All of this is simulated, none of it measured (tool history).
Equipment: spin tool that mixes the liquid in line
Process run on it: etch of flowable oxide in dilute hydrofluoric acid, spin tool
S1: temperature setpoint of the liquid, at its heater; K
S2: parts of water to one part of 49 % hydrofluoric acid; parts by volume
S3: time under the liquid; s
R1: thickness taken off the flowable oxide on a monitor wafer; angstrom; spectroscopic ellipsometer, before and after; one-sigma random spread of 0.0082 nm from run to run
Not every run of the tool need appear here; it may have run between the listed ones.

run  hour      S1   S2  S3      R1
  1   0.0  294.15  275  15  14.088
  2   7.8  293.65  280  15  13.416
  3   8.4  296.15  280  15  14.858
  4  13.1  295.15  280  15  14.520
  5  15.7  298.15  280  15  15.949
  6  20.6  297.15  285  15  14.706
  7  22.1  293.15  290  15  12.803
  8  27.7  292.65  290  15  12.594
  9  33.1  292.15  290  15  12.327

Run 10 is up next; what results do you expect?
 10  34.3  291.15  295  15   ?

R1: 11.598 angstrom

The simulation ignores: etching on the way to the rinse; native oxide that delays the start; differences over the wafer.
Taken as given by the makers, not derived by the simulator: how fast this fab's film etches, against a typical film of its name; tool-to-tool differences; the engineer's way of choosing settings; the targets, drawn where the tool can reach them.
